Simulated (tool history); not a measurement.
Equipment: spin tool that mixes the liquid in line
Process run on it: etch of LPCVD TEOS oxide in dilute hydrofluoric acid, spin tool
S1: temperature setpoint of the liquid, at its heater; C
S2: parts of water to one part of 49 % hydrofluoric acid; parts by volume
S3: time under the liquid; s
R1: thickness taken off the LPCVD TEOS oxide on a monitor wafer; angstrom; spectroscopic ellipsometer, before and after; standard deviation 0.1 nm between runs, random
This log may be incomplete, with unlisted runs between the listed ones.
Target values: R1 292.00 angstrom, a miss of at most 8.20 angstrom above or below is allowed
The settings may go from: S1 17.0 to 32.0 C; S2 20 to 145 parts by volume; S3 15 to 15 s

| run | hour | S1 | S2 | S3 | R1 |
|---|---|---|---|---|---|
| 1 | 0.0 | 24.0 | 80 | 15 | 115.88 |
| 2 | 3.3 | 24.0 | 80 | 15 | 116.32 |
| 3 | 5.1 | 24.0 | 80 | 15 | 115.57 |
| 4 | 9.2 | 24.0 | 65 | 15 | 146.09 |
| 5 | 9.9 | 24.0 | 50 | 15 | 192.57 |
| 6 | 16.3 | 24.0 | 70 | 15 | 134.82 |
| 7 | 24.2 | 25.5 | 65 | 15 | 154.40 |
| 8 | 32.7 | 27.0 | 60 | 15 | 178.92 |
| 9 | 40.5 | 28.0 | 55 | 15 | 203.77 |
| 10 | 47.4 | 29.0 | 50 | 15 | 235.98 |
| 11 | 55.9 | 29.5 | 50 | 15 | 238.87 |
| 12 | 64.5 | 30.0 | 50 | 15 | 244.91 |
| 13 | 65.3 | 30.5 | 50 | 15 | 249.84 |
| 14 | 68.8 | 31.0 | 50 | 15 | 253.69 |

Exactly one of the 4 candidate moves below puts every result within its allowed miss. Which one?
| A | 72.3 | 29.5 | 45 | 15 | ? |
| B | 72.3 | 31.5 | 45 | 15 | ? |
| C | 72.3 | 30.5 | 45 | 15 | ? |
| D | 72.3 | 30.0 | 45 | 15 | ? |

| move | R1 |
|---|---|
| A | 269.51 |
| B | 291.17 |
| C | 280.18 |
| D | 274.80 |
A: moves toward the targets from the last run without getting all of them in spec
B: each result inside its tolerance
C: moves toward the targets from the last run without getting all of them in spec
D: moves toward the targets from the last run without getting all of them in spec
B is the move that brings every result within its allowed miss.

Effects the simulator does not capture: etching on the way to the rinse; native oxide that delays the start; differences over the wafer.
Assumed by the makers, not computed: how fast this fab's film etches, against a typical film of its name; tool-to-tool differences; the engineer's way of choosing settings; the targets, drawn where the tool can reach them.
